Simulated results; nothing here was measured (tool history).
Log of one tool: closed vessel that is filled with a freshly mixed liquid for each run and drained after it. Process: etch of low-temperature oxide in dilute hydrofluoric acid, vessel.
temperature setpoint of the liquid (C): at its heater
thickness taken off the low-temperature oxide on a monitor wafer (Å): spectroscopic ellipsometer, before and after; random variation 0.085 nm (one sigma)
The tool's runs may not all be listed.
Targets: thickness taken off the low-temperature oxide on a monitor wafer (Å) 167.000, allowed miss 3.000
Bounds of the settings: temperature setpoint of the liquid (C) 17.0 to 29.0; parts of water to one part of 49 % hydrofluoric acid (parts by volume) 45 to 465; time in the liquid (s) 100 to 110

run  hour  temperature setpoint of the liquid (C)  parts of water to one part of 49 % hydrofluoric acid (parts by volume)  time in the liquid (s)  thickness taken off the low-temperature oxide on a monitor wafer (Å)
  1   0.0                                    21.0                                                                     255                     100                                                                89.460
  2   3.3                                    23.5                                                                     255                     100                                                                98.790
  3   9.3                                    23.5                                                                     345                     100                                                                66.272
  4  16.2                                    23.5                                                                     345                     100                                                                67.084
  5  23.8                                    23.5                                                                     405                     100                                                                53.479
  6  28.2                                    23.5                                                                     440                     100                                                                47.955
  7  28.7                                    27.5                                                                     335                     100                                                                79.440
  8  35.6                                    28.0                                                                     280                     100                                                               101.700
  9  41.0                                    28.5                                                                     245                     100                                                               123.310
 10  46.5                                    29.0                                                                     175                     100                                                               190.130
 11  49.8                                    28.0                                                                     175                     100                                                               183.170
 12  52.0                                    27.0                                                                     175                     100                                                               176.960

5 next moves are on the table. One of them brings every result within its allowed miss. Which?
  A  54.2                                    26.0                                                                     185                     110                                                                     ?
  B  54.2                                    22.5                                                                     180                     110                                                                     ?
  C  54.2                                    26.5                                                                     180                     100                                                                     ?
  D  54.2                                    29.0                                                                     195                     105                                                                     ?
  E  54.2                                    27.5                                                                     180                     100                                                                     ?

move  thickness taken off the low-temperature oxide on a monitor wafer (Å)
   A                                                               177.080
   B                                                               160.610
   C                                                               169.470
   D                                                               176.460
   E                                                               175.730
A: as far off as the last run
B: takes the result that was furthest off past its target
C: meets every target
D: nearer than the last run, and not there yet
E: nearer than the last run, and not there yet
Move C is the one to make.
